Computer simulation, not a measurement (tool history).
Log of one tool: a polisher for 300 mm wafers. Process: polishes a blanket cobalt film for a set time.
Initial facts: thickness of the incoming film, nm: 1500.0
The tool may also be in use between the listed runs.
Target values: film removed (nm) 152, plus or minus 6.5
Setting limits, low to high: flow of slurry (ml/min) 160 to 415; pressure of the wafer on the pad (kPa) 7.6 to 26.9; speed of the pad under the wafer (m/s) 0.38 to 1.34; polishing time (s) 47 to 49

| run | hour | flow of slurry (ml/min) | pressure of the wafer on the pad (kPa) | speed of the pad under the wafer (m/s) | polishing time (s) | film removed (nm) |
|---|---|---|---|---|---|---|
| 1 | 0 | 265 | 17.2 | 0.86 | 47 | 296.55 |
| 2 | 8.8 | 265 | 15.2 | 0.84 | 47 | 251.13 |
| 3 | 14.1 | 265 | 15.2 | 0.84 | 49 | 265.94 |
| 4 | 20.4 | 220 | 15.2 | 0.84 | 49 | 262.01 |
| 5 | 27.9 | 220 | 16.5 | 0.84 | 49 | 286.64 |
| 6 | 34.9 | 220 | 16.5 | 0.84 | 49 | 287.79 |
| 7 | 42.1 | 220 | 14.5 | 0.82 | 49 | 241.18 |
| 8 | 47.7 | 220 | 13.1 | 0.82 | 49 | 219.45 |
| 9 | 55.1 | 220 | 11.7 | 0.82 | 49 | 204.61 |
| 10 | 61 | 220 | 11 | 0.82 | 49 | 189.91 |
| 11 | 67.1 | 220 | 10.3 | 0.82 | 49 | 176.39 |
| 12 | 71.8 | 220 | 9.7 | 0.82 | 49 | 165.67 |

4 candidate next runs follow, results not yet known. Just one meets every target within its allowed miss. Identify it.
| A | 76.5 | 225 | 11.7 | 0.72 | 49 | ? |
| B | 76.5 | 220 | 9.7 | 0.92 | 47 | ? |
| C | 76.5 | 215 | 9.7 | 0.82 | 49 | ? |
| D | 76.5 | 195 | 8.3 | 0.94 | 47 | ? |

| move | film removed (nm) |
|---|---|
| A | 178.57 |
| B | 179.95 |
| C | 167.25 |
| D | 156.05 |
A: further off than the last run
B: further off than the last run
C: further off than the last run
D: every result within its allowed miss
Correct choice: D, which meets every target
